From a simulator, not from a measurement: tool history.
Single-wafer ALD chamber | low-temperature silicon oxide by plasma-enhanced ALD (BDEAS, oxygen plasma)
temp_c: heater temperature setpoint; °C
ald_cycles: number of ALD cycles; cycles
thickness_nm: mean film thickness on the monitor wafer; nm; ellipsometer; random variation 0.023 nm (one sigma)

run,hour,temp_c,ald_cycles,thickness_nm
1,0,110,59,7.6612
2,8.1,111,57,7.3553
3,8.9,111,66,8.5146
4,15.4,113,62,8.024
5,19.7,113,59,7.6063
6,25.6,113,64,8.2779
7,30.3,113,61,7.8707
8,34.9,113,58,7.4926
9,39.7,113,58,7.4428

Run 10 comes next. What will it give?
10,46,114,57,?

thickness_nm: 7.3023 nm

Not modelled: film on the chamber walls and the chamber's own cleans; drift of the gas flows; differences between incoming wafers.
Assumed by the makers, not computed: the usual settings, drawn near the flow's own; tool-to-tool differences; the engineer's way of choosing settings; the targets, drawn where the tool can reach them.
